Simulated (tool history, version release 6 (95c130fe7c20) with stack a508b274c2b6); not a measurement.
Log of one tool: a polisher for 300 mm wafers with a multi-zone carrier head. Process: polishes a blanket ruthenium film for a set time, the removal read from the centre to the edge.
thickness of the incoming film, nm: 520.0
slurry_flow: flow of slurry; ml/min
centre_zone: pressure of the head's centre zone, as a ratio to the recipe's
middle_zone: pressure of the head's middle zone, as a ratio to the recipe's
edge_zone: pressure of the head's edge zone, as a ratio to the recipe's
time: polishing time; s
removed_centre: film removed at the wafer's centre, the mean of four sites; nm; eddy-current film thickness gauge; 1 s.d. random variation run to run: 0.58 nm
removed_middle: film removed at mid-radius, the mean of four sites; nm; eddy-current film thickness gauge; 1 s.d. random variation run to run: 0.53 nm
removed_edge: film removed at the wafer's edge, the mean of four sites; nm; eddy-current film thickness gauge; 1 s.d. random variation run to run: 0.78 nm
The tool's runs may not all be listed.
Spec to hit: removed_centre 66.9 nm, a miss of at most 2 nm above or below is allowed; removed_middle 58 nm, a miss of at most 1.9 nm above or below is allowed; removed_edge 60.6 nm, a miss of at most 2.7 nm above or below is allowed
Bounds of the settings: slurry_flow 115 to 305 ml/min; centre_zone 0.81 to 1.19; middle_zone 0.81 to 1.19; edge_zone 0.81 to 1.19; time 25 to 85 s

run	hour	slurry_flow	centre_zone	middle_zone	edge_zone	time	removed_centre	removed_middle	removed_edge
1	0	195	1	1	1	55	50.083	49.707	50.36
2	3.5	195	1	1	1.04	55	49.931	49.85	51.253
3	5	165	1	1	1.04	55	48.366	48.21	50.435
4	10.5	180	1.02	1	1.06	56	50.971	49.947	52.657
5	12.4	180	1.08	1	1.06	56	53.692	49.638	53.434
6	18.6	195	1.1	1.01	1.06	56	54.798	50.973	53.59
7	25.9	205	1.11	1.01	1.06	57	57.289	51.726	54.92
8	28.1	215	1.12	1.02	1.07	57	58.052	52.909	56.113
9	29.5	225	1.13	1.02	1.07	57	58.873	54.431	55.535
10	30.9	230	1.14	1.01	1.08	57	58.986	53.039	54.677
11	35.6	230	1.15	1.01	1.08	58	60.855	54.263	56.593
12	42.1	235	1.16	1.01	1.08	58	61.436	55.201	56.964
13	48	245	1.18	0.99	1.08	60	65.319	55.734	59.491
14	50.3	250	1.18	0.99	1.08	60	64.964	55.504	59.469

Which single option among these 5 for the next run brings every result within its allowed miss of target? Just one does.
A	52.6	295	1.17	0.99	1.09	61	?	?	?
B	52.6	245	1.14	0.87	1.12	62	?	?	?
C	52.6	210	1.18	0.87	1.03	62	?	?	?
D	52.6	295	1.05	1.05	1.1	61	?	?	?
E	52.6	230	1.18	0.91	1.12	62	?	?	?

move	removed_centre	removed_middle	removed_edge
A	66.918	57.416	60.598
B	64.94	51.832	61.534
C	65.334	50.751	58.131
D	61.056	60.12	60.828
E	66.297	53.16	61.126
A: meets every target
B: further off than the last run
C: further off than the last run
D: pushes the last run's worst result past its target
E: further off than the last run
Correct choice: A, which meets every target
